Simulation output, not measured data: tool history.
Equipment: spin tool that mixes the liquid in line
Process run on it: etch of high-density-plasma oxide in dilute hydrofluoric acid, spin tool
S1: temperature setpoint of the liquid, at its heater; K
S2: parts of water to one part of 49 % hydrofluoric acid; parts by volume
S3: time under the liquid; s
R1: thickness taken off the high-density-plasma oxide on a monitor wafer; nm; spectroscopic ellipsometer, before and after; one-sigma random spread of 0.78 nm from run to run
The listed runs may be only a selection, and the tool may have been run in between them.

run	hour	S1	S2	S3	R1
1	0	297.15	40	135	36.149
2	1.3	300.15	40	135	41.526
3	4.7	300.15	35	135	47.208
4	9.2	300.65	35	135	47.937
5	15	301.15	35	135	49.519
6	16	301.15	35	145	52.826
7	17.3	301.65	35	145	54.366
8	21.8	302.15	35	145	55.603

The next listed run, before its measurement:
9	26.1	302.65	35	145	?

{"run 9": {"R1": 56}}
